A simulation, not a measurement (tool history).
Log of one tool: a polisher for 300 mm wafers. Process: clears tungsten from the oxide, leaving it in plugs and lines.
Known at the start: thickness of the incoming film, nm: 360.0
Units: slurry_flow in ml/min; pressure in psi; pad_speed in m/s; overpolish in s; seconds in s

{"run": 1, "day": 0.0, "slurry_flow": 300, "pressure": 2.3, "pad_speed": 1.1, "slurry_solids": 1, "overpolish": 4, "seconds": 133.86}
{"run": 2, "day": 0.079, "slurry_flow": 300, "pressure": 2, "pad_speed": 1.08, "slurry_solids": 1, "overpolish": 4, "seconds": 149.72}
{"run": 3, "day": 0.446, "slurry_flow": 300, "pressure": 1.8, "pad_speed": 1.04, "slurry_solids": 1, "overpolish": 4, "seconds": 164.96}
{"run": 4, "day": 0.583, "slurry_flow": 300, "pressure": 1.8, "pad_speed": 1.04, "slurry_solids": 0.9, "overpolish": 4, "seconds": 169.8}
{"run": 5, "day": 0.954, "slurry_flow": 300, "pressure": 1.8, "pad_speed": 1.04, "slurry_solids": 0.9, "overpolish": 4, "seconds": 168.46}
{"run": 6, "day": 1.217, "slurry_flow": 300, "pressure": 1.8, "pad_speed": 1.14, "slurry_solids": 0.9, "overpolish": 4, "seconds": 159.19}
{"run": 7, "day": 1.504, "slurry_flow": 300, "pressure": 1.6, "pad_speed": 1.1, "slurry_solids": 0.9, "overpolish": 4, "seconds": 174.33}

The next listed run, before its measurement:
{"run": 8, "day": 1.65, "slurry_flow": 300, "pressure": 1.5, "pad_speed": 1.06, "slurry_solids": 0.9, "overpolish": 4, "seconds": "?"}

seconds: 182.43 s

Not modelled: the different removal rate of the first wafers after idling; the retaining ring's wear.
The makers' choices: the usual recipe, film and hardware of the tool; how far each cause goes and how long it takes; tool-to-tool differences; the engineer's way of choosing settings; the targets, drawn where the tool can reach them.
